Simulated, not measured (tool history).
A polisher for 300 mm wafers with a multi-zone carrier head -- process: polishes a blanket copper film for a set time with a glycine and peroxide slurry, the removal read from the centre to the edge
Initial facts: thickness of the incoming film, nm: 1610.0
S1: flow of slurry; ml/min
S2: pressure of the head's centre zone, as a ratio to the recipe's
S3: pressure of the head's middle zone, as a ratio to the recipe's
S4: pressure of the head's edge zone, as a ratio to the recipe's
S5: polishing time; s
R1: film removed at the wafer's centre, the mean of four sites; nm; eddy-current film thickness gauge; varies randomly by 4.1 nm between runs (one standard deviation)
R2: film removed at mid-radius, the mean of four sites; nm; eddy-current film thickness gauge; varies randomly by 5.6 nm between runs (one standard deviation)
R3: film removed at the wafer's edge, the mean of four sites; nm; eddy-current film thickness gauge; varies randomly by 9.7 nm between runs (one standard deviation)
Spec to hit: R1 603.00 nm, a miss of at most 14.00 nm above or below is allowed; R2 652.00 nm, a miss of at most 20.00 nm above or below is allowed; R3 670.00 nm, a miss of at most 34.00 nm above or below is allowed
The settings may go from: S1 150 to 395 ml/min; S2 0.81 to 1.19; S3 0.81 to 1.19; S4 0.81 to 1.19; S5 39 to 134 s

run	hour	S1	S2	S3	S4	S5	R1	R2	R3
1	0.0	250	1.00	1.00	1.00	86	467.24	458.05	464.64
2	3.2	250	1.07	1.00	1.00	86	494.75	446.88	462.23
3	8.5	250	1.07	1.00	1.00	105	601.85	551.05	568.75
4	10.6	250	1.07	1.00	1.00	125	715.57	646.42	678.11
5	13.4	230	1.02	1.01	1.01	125	680.17	658.78	663.84
6	15.6	285	1.02	1.01	1.01	125	701.92	666.81	688.95
7	17.0	260	0.98	1.00	1.03	125	667.59	662.91	690.64
8	25.8	240	0.96	1.00	1.03	125	655.83	648.50	698.03
9	31.8	230	0.94	1.01	1.02	125	634.27	663.29	683.52
10	32.9	220	0.93	1.01	1.02	125	631.23	650.49	689.88
11	38.9	215	0.92	1.02	1.01	125	618.23	660.52	687.06

Which one of the following 4 next-run settings gets every result inside its allowed miss? There is exactly one.
A	44.9	165	1.01	1.06	1.00	129	?	?	?
B	44.9	175	0.96	0.95	1.03	133	?	?	?
C	44.9	250	0.95	1.08	1.15	116	?	?	?
D	44.9	240	0.93	1.05	1.00	123	?	?	?

move	R1	R2	R3
A	669.04	689.05	685.45
B	666.08	653.08	722.33
C	604.54	662.69	686.46
D	626.38	683.23	676.83
A: further off than the last run
B: further off than the last run
C: all results land within tolerance of their targets
D: further off than the last run
Answer: C

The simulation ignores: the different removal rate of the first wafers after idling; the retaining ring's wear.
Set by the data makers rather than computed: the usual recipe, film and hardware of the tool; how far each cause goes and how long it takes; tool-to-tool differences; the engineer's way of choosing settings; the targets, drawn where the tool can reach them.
